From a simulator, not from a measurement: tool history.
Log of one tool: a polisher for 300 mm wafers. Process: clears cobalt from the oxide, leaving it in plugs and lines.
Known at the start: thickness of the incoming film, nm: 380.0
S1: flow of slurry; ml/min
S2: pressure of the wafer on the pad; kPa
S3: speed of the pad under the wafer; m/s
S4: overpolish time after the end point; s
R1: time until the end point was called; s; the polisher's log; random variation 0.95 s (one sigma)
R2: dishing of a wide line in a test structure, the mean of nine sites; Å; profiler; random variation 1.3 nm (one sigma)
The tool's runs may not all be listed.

run	hour	S1	S2	S3	S4	R1	R2
1	0	295	14.5	0.88	22	88.286	462.25
2	0.5	295	15.2	0.88	22	86.609	463.8
3	1.8	295	15.2	0.96	22	78.947	454.61
4	5.6	295	15.2	0.96	14	81.7	385.61
5	14.3	295	17.9	0.96	14	70.781	401.02
6	22.4	295	14.5	0.96	14	85.511	374.08
7	26.5	295	15.2	0.96	15	81.321	381.73
8	28.7	295	15.9	0.96	16	76.279	392.08

Forecast run 9:
9	34	295	16.5	0.96	17	?	?

Run 9 gave R1 71.9 s, R2 420.15 Å.
